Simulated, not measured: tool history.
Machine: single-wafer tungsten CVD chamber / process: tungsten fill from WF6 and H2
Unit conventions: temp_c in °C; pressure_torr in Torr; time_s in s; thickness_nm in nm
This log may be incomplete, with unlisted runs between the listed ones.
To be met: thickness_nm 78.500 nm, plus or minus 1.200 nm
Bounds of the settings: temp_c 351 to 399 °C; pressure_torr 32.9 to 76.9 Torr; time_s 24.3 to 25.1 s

run  hour  temp_c  pressure_torr  time_s  thickness_nm
  1   0.0     375           54.9    24.3        53.829
  2   1.8     375           54.9    25.1        55.610
  3   4.0     367           54.9    25.1        45.971
  4  10.1     373           55.1    25.1        52.468
  5  17.1     378           55.2    25.1        59.273
  6  22.8     385           55.2    25.1        69.536
  7  30.6     387           55.2    25.1        72.016
  8  32.4     388           55.2    25.1        73.778
  9  36.9     392           55.3    25.1        79.781

Below are 4 possible settings for the next run. Only one of them brings all results inside the allowed miss of their targets. Which is it?
  A  41.4     392           58.0    24.3             ?
  B  41.4     391           55.5    24.3             ?
  C  41.4     393           57.4    24.9             ?
  D  41.4     388           63.0    25.1             ?

move  thickness_nm
   A        78.697
   B        76.170
   C        82.099
   D        76.507
A: all results land within tolerance of their targets
B: pushes the last run's worst result past its target
C: its largest miss is bigger than the last run's
D: pushes the last run's worst result past its target
Go with A: it meets all targets.
